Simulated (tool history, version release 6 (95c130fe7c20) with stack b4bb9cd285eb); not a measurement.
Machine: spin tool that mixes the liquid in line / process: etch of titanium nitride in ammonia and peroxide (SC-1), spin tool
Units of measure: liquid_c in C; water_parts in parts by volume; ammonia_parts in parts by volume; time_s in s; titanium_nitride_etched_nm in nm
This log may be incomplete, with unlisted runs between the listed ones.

run  hour  liquid_c  water_parts  ammonia_parts  time_s  titanium_nitride_etched_nm
  1   0.0      48.0            9            0.7     300                      19.872
  2   1.8      48.0            8            0.7     300                      20.984
  3   2.6      48.0            8            0.8     300                      21.551
  4  11.2      48.5            8            0.8     300                      22.393
  5  16.0      48.5            5            0.8     300                      27.800
  6  19.1      48.5            5            0.9     300                      27.816
  7  24.3      48.0            5            0.9     300                      27.098

Predict the results of run 8:
     32.7  -- ammonia flow meter replaced
  8  32.7      48.0            5            0.9     300                           ?

{"run 8": {"titanium_nitride_etched_nm": 26.899}}

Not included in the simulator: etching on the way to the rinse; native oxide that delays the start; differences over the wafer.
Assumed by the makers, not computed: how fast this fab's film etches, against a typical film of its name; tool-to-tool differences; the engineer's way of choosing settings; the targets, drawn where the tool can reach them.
